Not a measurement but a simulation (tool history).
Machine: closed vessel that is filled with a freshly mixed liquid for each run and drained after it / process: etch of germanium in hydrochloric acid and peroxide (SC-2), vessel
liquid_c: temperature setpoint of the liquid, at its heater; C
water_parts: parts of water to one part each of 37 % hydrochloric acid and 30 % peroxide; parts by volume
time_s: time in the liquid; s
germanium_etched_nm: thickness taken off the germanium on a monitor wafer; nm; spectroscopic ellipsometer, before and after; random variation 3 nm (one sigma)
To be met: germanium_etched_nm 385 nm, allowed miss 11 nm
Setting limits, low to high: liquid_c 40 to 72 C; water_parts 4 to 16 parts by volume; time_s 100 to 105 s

run,hour,liquid_c,water_parts,time_s,germanium_etched_nm
1,0,56,9,100,285.23
2,0.8,59,9,100,315.15
3,8.1,59,9,100,317.32
4,11.8,59,9,100,311.72
5,15.8,61,9,100,327.85
6,17.6,63,9,100,350.97
7,21.4,64,9,100,359.89
8,29.6,65,9,100,371.41

Below are 4 possible settings for the next run. Only one of them brings all results inside the allowed miss of their targets. Which is it?
A,37.8,63,8.5,100,?
B,37.8,60,5,105,?
C,37.8,62,8,105,?
D,37.8,66.5,10.5,100,?

move,germanium_etched_nm
A,355.46
B,353.99
C,364.66
D,383.03
A: the biggest miss grows against the last run
B: the biggest miss grows against the last run
C: the biggest miss grows against the last run
D: all results land within tolerance of their targets
Answer: D
